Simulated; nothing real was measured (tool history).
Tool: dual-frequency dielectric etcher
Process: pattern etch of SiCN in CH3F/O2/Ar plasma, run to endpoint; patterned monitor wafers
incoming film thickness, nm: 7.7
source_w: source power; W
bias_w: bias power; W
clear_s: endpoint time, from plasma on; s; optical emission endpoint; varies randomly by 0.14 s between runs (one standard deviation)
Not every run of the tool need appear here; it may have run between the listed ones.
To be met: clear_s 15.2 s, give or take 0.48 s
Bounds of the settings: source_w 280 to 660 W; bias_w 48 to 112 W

run,hour,source_w,bias_w,clear_s
1,0,470,80,17.569
2,1.4,470,71,19.312
3,4,510,76,17.885
4,8.5,540,80,16.936
5,15.3,510,80,17.249
6,20.2,480,80,17.744
# hour 26.1: bias power generator calibrated
7,26.1,520,83,16.607
8,34.6,540,84,16.485
9,36.8,560,86,15.838
10,40.6,570,87,15.789

5 next moves are on the table. One of them brings every result within its allowed miss. Which?
A,44.4,630,86,?
B,44.4,630,74,?
C,44.4,560,81,?
D,44.4,570,78,?
E,44.4,530,80,?

move,clear_s
A,15.352
B,16.631
C,16.517
D,16.75
E,16.951
A: hits every target within its allowed miss
B: moves away from the targets compared with the last run
C: moves away from the targets compared with the last run
D: moves away from the targets compared with the last run
E: moves away from the targets compared with the last run
Move A is the one to make.

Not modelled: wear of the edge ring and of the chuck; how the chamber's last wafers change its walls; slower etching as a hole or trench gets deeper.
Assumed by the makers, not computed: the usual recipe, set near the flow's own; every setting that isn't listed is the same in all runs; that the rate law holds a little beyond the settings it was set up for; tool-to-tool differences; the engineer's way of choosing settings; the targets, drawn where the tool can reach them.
